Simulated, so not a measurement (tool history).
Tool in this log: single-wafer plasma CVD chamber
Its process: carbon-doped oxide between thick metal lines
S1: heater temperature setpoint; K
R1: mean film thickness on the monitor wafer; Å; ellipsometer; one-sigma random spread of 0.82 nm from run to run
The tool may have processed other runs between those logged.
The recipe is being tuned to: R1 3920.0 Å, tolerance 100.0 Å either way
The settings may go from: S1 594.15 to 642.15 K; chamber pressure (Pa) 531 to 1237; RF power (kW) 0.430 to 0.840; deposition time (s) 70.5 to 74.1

run 1 hour=0.0 | S1=618.15 chamber_pressure_(Pa)=884 RF_power_(kW)=0.635 deposition_time_(s)=74.1 | R1=4477.4
run 2 hour=7.8 | S1=619.15 chamber_pressure_(Pa)=869 RF_power_(kW)=0.605 deposition_time_(s)=73.7 | R1=4314.5
run 3 hour=15.7 | S1=619.15 chamber_pressure_(Pa)=928 RF_power_(kW)=0.605 deposition_time_(s)=73.7 | R1=4339.2
run 4 hour=23.9 | S1=613.15 chamber_pressure_(Pa)=928 RF_power_(kW)=0.605 deposition_time_(s)=73.7 | R1=4402.0
run 5 hour=31.4 | S1=613.15 chamber_pressure_(Pa)=1049 RF_power_(kW)=0.605 deposition_time_(s)=73.7 | R1=4464.5
run 6 hour=32.4 | S1=614.15 chamber_pressure_(Pa)=1033 RF_power_(kW)=0.575 deposition_time_(s)=73.3 | R1=4292.2
run 7 hour=37.7 | S1=615.15 chamber_pressure_(Pa)=1020 RF_power_(kW)=0.555 deposition_time_(s)=73.1 | R1=4179.6
run 8 hour=44.9 | S1=616.15 chamber_pressure_(Pa)=1008 RF_power_(kW)=0.540 deposition_time_(s)=73.0 | R1=4089.7

Which of these 4 next moves meets every target?
run A hour=52.1 | S1=612.15 chamber_pressure_(Pa)=1031 RF_power_(kW)=0.465 deposition_time_(s)=70.5 | R1=?
run B hour=52.1 | S1=615.15 chamber_pressure_(Pa)=1036 RF_power_(kW)=0.560 deposition_time_(s)=74.1 | R1=?
run C hour=52.1 | S1=620.15 chamber_pressure_(Pa)=876 RF_power_(kW)=0.565 deposition_time_(s)=70.5 | R1=?
run D hour=52.1 | S1=615.15 chamber_pressure_(Pa)=1087 RF_power_(kW)=0.485 deposition_time_(s)=70.5 | R1=?

move=A R1=3649.1
move=B R1=4262.5
move=C R1=3955.7
move=D R1=3728.3
A: moves the result that the last run missed by most past its target, out the other side
B: misses by more than the last run did
C: all results in spec
D: moves the result that the last run missed by most past its target, out the other side
The move that meets every target is C.
